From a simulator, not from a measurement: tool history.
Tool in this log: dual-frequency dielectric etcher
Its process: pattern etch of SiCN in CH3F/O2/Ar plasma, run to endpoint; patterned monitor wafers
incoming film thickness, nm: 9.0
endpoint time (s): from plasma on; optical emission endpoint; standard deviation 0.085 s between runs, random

Run 1, hour 0.0: source power (W) 360, bias power (W) 84. Result: endpoint time (s) 23.904.
Run 2, hour 6.2: source power (W) 340, bias power (W) 84. Result: endpoint time (s) 24.679.
Run 3, hour 9.8: source power (W) 400, bias power (W) 84. Result: endpoint time (s) 22.792.
Run 4, hour 15.9: source power (W) 370, bias power (W) 84. Result: endpoint time (s) 23.565.
Run 5, hour 20.3: source power (W) 350, bias power (W) 84. Result: endpoint time (s) 24.198.
At hour 25.1: wet clean of the chamber.
Run 6, hour 25.1: source power (W) 400, bias power (W) 84. Result: endpoint time (s) 23.438.
Run 7, hour 26.5: source power (W) 370, bias power (W) 82. Result: endpoint time (s) 24.430.

Run 8, settings as shown, results not yet in. Your forecast:
Run 8, hour 29.0: source power (W) 350, bias power (W) 82. Result: endpoint time (s) ?.

endpoint time (s): 25.027
